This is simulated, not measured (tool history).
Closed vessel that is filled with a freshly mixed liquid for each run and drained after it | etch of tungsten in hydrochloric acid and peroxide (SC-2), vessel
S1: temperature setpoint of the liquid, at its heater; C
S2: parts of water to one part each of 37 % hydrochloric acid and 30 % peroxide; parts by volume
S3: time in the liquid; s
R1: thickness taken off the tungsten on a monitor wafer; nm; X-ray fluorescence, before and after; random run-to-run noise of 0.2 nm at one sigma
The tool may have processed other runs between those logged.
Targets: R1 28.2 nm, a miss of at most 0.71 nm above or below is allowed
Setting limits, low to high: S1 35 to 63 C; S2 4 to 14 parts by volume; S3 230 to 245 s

run,hour,S1,S2,S3,R1
1,0,47,7.5,230,32.267
2,5.6,40,7.5,230,19.931
3,10.2,40,7.5,230,19.774
4,17.6,47,7.5,230,32.534
5,23.6,52,7.5,230,45.058
6,24.5,49.5,7.5,230,38.907
7,27.1,48,7.5,230,34.81
8,32.8,47,7.5,230,32.241
9,38.4,46.5,7.5,230,31.524
10,43.3,46,7.5,230,30.255
11,45.2,45.5,7.5,230,29.633

Of the 5 settings listed for the next run, only one would bring every result within its allowed miss of target. Which one?
A,47.1,40,4,230,?
B,47.1,44,7.5,245,?
C,47.1,45,6.5,230,?
D,47.1,46,8,240,?
E,47.1,47.5,8.5,235,?

move,R1
A,31.449
B,28.007
C,31.485
D,29.908
E,30.887
A: misses by more than the last run did
B: meets every target
C: misses by more than the last run did
D: misses by more than the last run did
E: misses by more than the last run did
The move that meets every target is B.
